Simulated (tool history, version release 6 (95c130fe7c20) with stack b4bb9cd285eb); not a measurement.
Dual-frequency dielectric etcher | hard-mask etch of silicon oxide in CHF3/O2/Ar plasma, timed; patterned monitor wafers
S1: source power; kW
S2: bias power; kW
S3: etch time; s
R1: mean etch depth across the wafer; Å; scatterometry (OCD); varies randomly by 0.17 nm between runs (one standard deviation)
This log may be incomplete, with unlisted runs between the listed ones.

Run 1, hour 0.0: S1 0.520 kW, S2 0.142 kW, S3 28.0 s. Result: R1 472.81 Å.
Run 2, hour 4.7: S1 0.500 kW, S2 0.141 kW, S3 28.0 s. Result: R1 462.37 Å.
Run 3, hour 12.5: S1 0.490 kW, S2 0.141 kW, S3 28.0 s. Result: R1 458.49 Å.
Run 4, hour 16.2: S1 0.440 kW, S2 0.141 kW, S3 28.0 s. Result: R1 430.52 Å.
Run 5, hour 20.2: S1 0.440 kW, S2 0.141 kW, S3 28.0 s. Result: R1 432.69 Å.
Run 6, hour 24.9: S1 0.440 kW, S2 0.141 kW, S3 29.5 s. Result: R1 455.56 Å.
Run 7, hour 29.2: S1 0.430 kW, S2 0.141 kW, S3 29.5 s. Result: R1 450.69 Å.

What will run 8 give?
Run 8, hour 35.7: S1 0.420 kW, S2 0.141 kW, S3 29.5 s. Result: R1 ?.

R1: 443.45 Å
